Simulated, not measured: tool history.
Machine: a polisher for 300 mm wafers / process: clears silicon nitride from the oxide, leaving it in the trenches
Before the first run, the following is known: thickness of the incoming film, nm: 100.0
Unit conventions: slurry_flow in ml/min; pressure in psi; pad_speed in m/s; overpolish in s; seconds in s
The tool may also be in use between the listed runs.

Run 1, hour 0.0: slurry_flow 255 ml/min, pressure 2.7 psi, pad_speed 0.94 m/s, overpolish 11 s. Result: seconds 138.33 s.
Run 2, hour 5.6: slurry_flow 260 ml/min, pressure 2.7 psi, pad_speed 0.94 m/s, overpolish 11 s. Result: seconds 140.52 s.
Run 3, hour 14.3: slurry_flow 235 ml/min, pressure 2.7 psi, pad_speed 0.94 m/s, overpolish 11 s. Result: seconds 138.50 s.
Run 4, hour 14.9: slurry_flow 235 ml/min, pressure 2.8 psi, pad_speed 0.94 m/s, overpolish 11 s. Result: seconds 135.37 s.
Run 5, hour 16.6: slurry_flow 235 ml/min, pressure 2.2 psi, pad_speed 0.94 m/s, overpolish 11 s. Result: seconds 170.37 s.
Run 6, hour 18.8: slurry_flow 235 ml/min, pressure 2.2 psi, pad_speed 0.94 m/s, overpolish 8 s. Result: seconds 168.82 s.
Run 7, hour 25.7: slurry_flow 235 ml/min, pressure 2.3 psi, pad_speed 0.94 m/s, overpolish 8 s. Result: seconds 164.93 s.

What will run 8 give?
Run 8, hour 26.9: slurry_flow 235 ml/min, pressure 2.4 psi, pad_speed 0.94 m/s, overpolish 8 s. Result: seconds ?.

Run 8 came out at seconds 157.01 s.

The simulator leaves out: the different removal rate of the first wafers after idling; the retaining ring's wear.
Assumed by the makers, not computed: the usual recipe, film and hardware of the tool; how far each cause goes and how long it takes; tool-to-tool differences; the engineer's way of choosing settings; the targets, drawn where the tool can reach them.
